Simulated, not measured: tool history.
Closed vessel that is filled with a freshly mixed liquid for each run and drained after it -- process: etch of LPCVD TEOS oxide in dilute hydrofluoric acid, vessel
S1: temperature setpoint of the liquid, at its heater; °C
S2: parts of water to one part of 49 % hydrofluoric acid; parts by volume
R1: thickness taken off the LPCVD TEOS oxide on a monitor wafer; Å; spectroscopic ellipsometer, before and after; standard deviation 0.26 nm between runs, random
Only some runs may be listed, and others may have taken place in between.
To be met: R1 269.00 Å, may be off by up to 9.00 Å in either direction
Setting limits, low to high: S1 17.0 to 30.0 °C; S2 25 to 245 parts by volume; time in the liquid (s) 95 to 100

Run 1, day 0.000: S1 22.0 °C, S2 135 parts by volume, time in the liquid (s) 95. Result: R1 138.91 Å.
Run 2, day 0.021: S1 22.0 °C, S2 165 parts by volume, time in the liquid (s) 95. Result: R1 109.35 Å.
Run 3, day 0.246: S1 22.0 °C, S2 165 parts by volume, time in the liquid (s) 100. Result: R1 114.30 Å.
Run 4, day 0.500: S1 23.5 °C, S2 150 parts by volume, time in the liquid (s) 100. Result: R1 135.90 Å.
Run 5, day 0.671: S1 26.0 °C, S2 150 parts by volume, time in the liquid (s) 100. Result: R1 148.49 Å.
Run 6, day 0.850: S1 26.5 °C, S2 140 parts by volume, time in the liquid (s) 100. Result: R1 164.49 Å.
Run 7, day 0.971: S1 27.0 °C, S2 130 parts by volume, time in the liquid (s) 100. Result: R1 184.71 Å.
Run 8, day 1.321: S1 27.5 °C, S2 125 parts by volume, time in the liquid (s) 100. Result: R1 196.12 Å.
Run 9, day 1.446: S1 28.0 °C, S2 120 parts by volume, time in the liquid (s) 100. Result: R1 210.66 Å.
Run 10, day 1.546: S1 28.5 °C, S2 115 parts by volume, time in the liquid (s) 100. Result: R1 220.84 Å.
Run 11, day 1.762: S1 29.0 °C, S2 110 parts by volume, time in the liquid (s) 100. Result: R1 235.67 Å.
Run 12, day 1.992: S1 29.5 °C, S2 105 parts by volume, time in the liquid (s) 100. Result: R1 259.32 Å.

Which single option among these 5 for the next run brings every result within its allowed miss of target? Just one does.
Run A, day 2.221: S1 29.0 °C, S2 100 parts by volume, time in the liquid (s) 100. Result: R1 ?.
Run B, day 2.221: S1 29.0 °C, S2 105 parts by volume, time in the liquid (s) 95. Result: R1 ?.
Run C, day 2.221: S1 30.0 °C, S2 105 parts by volume, time in the liquid (s) 95. Result: R1 ?.
Run D, day 2.221: S1 27.5 °C, S2 95 parts by volume, time in the liquid (s) 95. Result: R1 ?.
Run E, day 2.221: S1 27.5 °C, S2 100 parts by volume, time in the liquid (s) 95. Result: R1 ?.

move      R1
   A  267.18
   B  240.08
   C  249.26
   D  254.03
   E  239.72
A: hits every target within its allowed miss
B: misses by more than the last run did
C: misses by more than the last run did
D: misses by more than the last run did
E: misses by more than the last run did
Go with A: it meets all targets.
